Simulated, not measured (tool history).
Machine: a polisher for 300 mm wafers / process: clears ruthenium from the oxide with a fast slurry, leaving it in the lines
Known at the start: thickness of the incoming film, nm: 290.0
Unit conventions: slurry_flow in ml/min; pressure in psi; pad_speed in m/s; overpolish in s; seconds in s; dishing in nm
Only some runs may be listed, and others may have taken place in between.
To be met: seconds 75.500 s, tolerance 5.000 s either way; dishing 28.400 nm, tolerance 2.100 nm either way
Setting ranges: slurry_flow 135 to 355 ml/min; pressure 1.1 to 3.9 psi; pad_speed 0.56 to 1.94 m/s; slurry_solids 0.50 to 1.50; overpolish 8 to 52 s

Run 1, hour 0.0: slurry_flow 225 ml/min, pressure 2.5 psi, pad_speed 1.24 m/s, slurry_solids 1.00, overpolish 26 s. Result: seconds 77.491 s, dishing 77.702 nm.
Run 2, hour 5.7: slurry_flow 225 ml/min, pressure 2.4 psi, pad_speed 1.24 m/s, slurry_solids 1.00, overpolish 21 s. Result: seconds 81.203 s, dishing 61.977 nm.
Run 3, hour 6.3: slurry_flow 225 ml/min, pressure 2.1 psi, pad_speed 1.24 m/s, slurry_solids 1.00, overpolish 21 s. Result: seconds 92.731 s, dishing 55.542 nm.
Run 4, hour 8.6: slurry_flow 225 ml/min, pressure 2.1 psi, pad_speed 1.24 m/s, slurry_solids 1.00, overpolish 16 s. Result: seconds 91.405 s, dishing 44.840 nm.
Run 5, hour 12.9: slurry_flow 225 ml/min, pressure 2.1 psi, pad_speed 1.24 m/s, slurry_solids 1.10, overpolish 16 s. Result: seconds 88.161 s, dishing 47.190 nm.
Run 6, hour 21.1: slurry_flow 230 ml/min, pressure 1.8 psi, pad_speed 1.44 m/s, slurry_solids 1.05, overpolish 14 s. Result: seconds 85.898 s, dishing 41.274 nm.
Run 7, hour 24.7: slurry_flow 295 ml/min, pressure 1.3 psi, pad_speed 1.80 m/s, slurry_solids 0.80, overpolish 8 s. Result: seconds 101.430 s, dishing 21.675 nm.
Run 8, hour 33.4: slurry_flow 295 ml/min, pressure 1.5 psi, pad_speed 1.84 m/s, slurry_solids 0.80, overpolish 8 s. Result: seconds 87.471 s, dishing 25.397 nm.
Run 9, hour 40.9: slurry_flow 300 ml/min, pressure 1.6 psi, pad_speed 1.86 m/s, slurry_solids 0.80, overpolish 8 s. Result: seconds 82.669 s, dishing 26.250 nm.
Run 10, hour 47.8: slurry_flow 300 ml/min, pressure 1.6 psi, pad_speed 1.88 m/s, slurry_solids 0.80, overpolish 8 s. Result: seconds 81.170 s, dishing 25.330 nm.
At hour 54.3: slurry nozzle cleaned.
Run 11, hour 54.3: slurry_flow 295 ml/min, pressure 1.7 psi, pad_speed 1.88 m/s, slurry_solids 0.80, overpolish 9 s. Result: seconds 77.361 s, dishing 31.787 nm.
Run 12, hour 56.0: slurry_flow 305 ml/min, pressure 1.7 psi, pad_speed 1.88 m/s, slurry_solids 0.80, overpolish 9 s. Result: seconds 73.928 s, dishing 31.233 nm.
Run 13, hour 57.3: slurry_flow 310 ml/min, pressure 1.7 psi, pad_speed 1.90 m/s, slurry_solids 0.80, overpolish 9 s. Result: seconds 72.672 s, dishing 32.642 nm.
Run 14, hour 60.9: slurry_flow 300 ml/min, pressure 1.7 psi, pad_speed 1.92 m/s, slurry_solids 0.80, overpolish 9 s. Result: seconds 71.527 s, dishing 32.605 nm.

Consider the 5 candidate settings below. Which is the only one whose results all fall within their allowed miss of target?
Run A, hour 64.5: slurry_flow 265 ml/min, pressure 2.0 psi, pad_speed 1.94 m/s, slurry_solids 0.60, overpolish 8 s. Result: seconds ?, dishing ?.
Run B, hour 64.5: slurry_flow 270 ml/min, pressure 1.5 psi, pad_speed 1.78 m/s, slurry_solids 0.80, overpolish 8 s. Result: seconds ?, dishing ?.
Run C, hour 64.5: slurry_flow 285 ml/min, pressure 1.6 psi, pad_speed 1.70 m/s, slurry_solids 0.75, overpolish 8 s. Result: seconds ?, dishing ?.
Run D, hour 64.5: slurry_flow 285 ml/min, pressure 1.6 psi, pad_speed 1.74 m/s, slurry_solids 0.70, overpolish 8 s. Result: seconds ?, dishing ?.
Run E, hour 64.5: slurry_flow 255 ml/min, pressure 1.9 psi, pad_speed 1.60 m/s, slurry_solids 0.65, overpolish 8 s. Result: seconds ?, dishing ?.

move  seconds  dishing
   A   76.049   27.789
   B   86.558   24.657
   C   88.949   24.040
   D   90.698   23.608
   E   91.110   23.509
A: all results in spec
B: carries the result that was furthest off beyond its target, to the other side
C: carries the result that was furthest off beyond its target, to the other side
D: carries the result that was furthest off beyond its target, to the other side
E: carries the result that was furthest off beyond its target, to the other side
A meets every target.
